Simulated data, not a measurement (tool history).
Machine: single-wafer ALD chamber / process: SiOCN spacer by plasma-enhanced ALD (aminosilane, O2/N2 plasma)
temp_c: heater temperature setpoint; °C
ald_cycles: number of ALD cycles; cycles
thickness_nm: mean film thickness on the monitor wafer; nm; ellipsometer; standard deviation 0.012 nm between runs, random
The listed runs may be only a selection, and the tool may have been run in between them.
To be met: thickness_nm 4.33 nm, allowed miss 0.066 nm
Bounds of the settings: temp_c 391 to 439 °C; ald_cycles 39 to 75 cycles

run,day,temp_c,ald_cycles,thickness_nm
1,0,415,57,3.5278
2,0.379,415,50,3.1024
3,0.488,410,50,3.1771
4,0.854,408,52,3.2897
5,0.9,408,46,2.9139
6,1.208,407,48,3.0495
7,1.392,406,50,3.2059
8,1.479,404,52,3.3319
9,1.521,394,61,3.9478

Of the 4 settings listed for the next run, only one would bring every result within its allowed miss of target. Which one?
A,1.562,401,69,?
B,1.562,392,53,?
C,1.562,394,68,?
D,1.562,392,67,?

move,thickness_nm
A,4.4673
B,3.4397
C,4.4132
D,4.3483
A: moves the result that the last run missed by most past its target, out the other side
B: misses by more than the last run did
C: moves the result that the last run missed by most past its target, out the other side
D: each result inside its tolerance
D meets every target.
